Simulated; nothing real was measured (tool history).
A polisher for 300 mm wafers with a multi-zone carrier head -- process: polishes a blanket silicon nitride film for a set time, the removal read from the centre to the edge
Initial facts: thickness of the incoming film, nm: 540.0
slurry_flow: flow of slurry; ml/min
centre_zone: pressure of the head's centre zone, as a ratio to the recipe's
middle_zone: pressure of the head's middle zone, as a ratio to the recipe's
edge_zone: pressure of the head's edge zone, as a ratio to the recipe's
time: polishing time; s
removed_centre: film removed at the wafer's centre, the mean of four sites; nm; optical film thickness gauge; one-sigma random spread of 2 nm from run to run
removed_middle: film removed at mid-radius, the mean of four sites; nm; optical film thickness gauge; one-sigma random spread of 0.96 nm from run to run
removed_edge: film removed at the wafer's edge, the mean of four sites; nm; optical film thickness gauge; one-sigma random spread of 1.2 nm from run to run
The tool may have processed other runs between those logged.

run 1 hour=0.0 | slurry_flow=280 centre_zone=1.00 middle_zone=1.00 edge_zone=1.00 time=79 | removed_centre=184.57 removed_middle=188.69 removed_edge=179.35
run 2 hour=1.2 | slurry_flow=275 centre_zone=0.97 middle_zone=0.98 edge_zone=0.97 time=77 | removed_centre=173.11 removed_middle=182.82 removed_edge=175.56
run 3 hour=8.1 | slurry_flow=270 centre_zone=0.96 middle_zone=0.97 edge_zone=0.96 time=75 | removed_centre=167.00 removed_middle=176.12 removed_edge=170.93
run 4 hour=16.1 | slurry_flow=270 centre_zone=0.96 middle_zone=0.97 edge_zone=0.96 time=64 | removed_centre=139.66 removed_middle=149.70 removed_edge=144.45
run 5 hour=19.2 | slurry_flow=270 centre_zone=0.96 middle_zone=0.93 edge_zone=0.96 time=64 | removed_centre=142.74 removed_middle=144.96 removed_edge=146.45
run 6 hour=25.5 | slurry_flow=275 centre_zone=0.95 middle_zone=0.94 edge_zone=0.97 time=64 | removed_centre=140.51 removed_middle=145.69 removed_edge=143.96
run 7 hour=30.8 | slurry_flow=270 centre_zone=0.94 middle_zone=0.94 edge_zone=0.97 time=65 | removed_centre=142.72 removed_middle=148.69 removed_edge=147.83
run 8 hour=34.7 | slurry_flow=270 centre_zone=0.93 middle_zone=0.95 edge_zone=0.97 time=65 | removed_centre=141.28 removed_middle=149.80 removed_edge=147.47

Run 9 has not been measured yet. What should we expect?
run 9 hour=35.7 | slurry_flow=270 centre_zone=0.92 middle_zone=0.95 edge_zone=0.97 time=65 | removed_centre=? removed_middle=? removed_edge=?

Run 9 gave removed_centre 140.87 nm, removed_middle 148.67 nm, removed_edge 146.90 nm.
